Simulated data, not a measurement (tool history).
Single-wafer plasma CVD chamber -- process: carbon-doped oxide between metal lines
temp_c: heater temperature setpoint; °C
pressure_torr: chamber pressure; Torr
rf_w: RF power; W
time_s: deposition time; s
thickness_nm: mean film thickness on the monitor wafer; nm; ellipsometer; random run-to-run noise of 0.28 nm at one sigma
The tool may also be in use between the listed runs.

run	hour	temp_c	pressure_torr	rf_w	time_s	thickness_nm
1	0	335	5.65	450	22.5	109.83
2	8.1	335	5.65	450	21.5	104.68
3	9.1	338	5.42	425	21.5	98.335
4	9.7	341	5.18	420	21.5	96.368
5	14	341	5.18	420	21.5	96.372
6	22.1	343	5	410	21.5	92.646
7	30.2	345	4.88	410	21.5	92.043
8	35.5	347	4.77	410	21.5	91.212

For run 9, what comes out?
9	41.6	348	4.68	410	21.5	?

{"run 9": {"thickness_nm": 90.472}}

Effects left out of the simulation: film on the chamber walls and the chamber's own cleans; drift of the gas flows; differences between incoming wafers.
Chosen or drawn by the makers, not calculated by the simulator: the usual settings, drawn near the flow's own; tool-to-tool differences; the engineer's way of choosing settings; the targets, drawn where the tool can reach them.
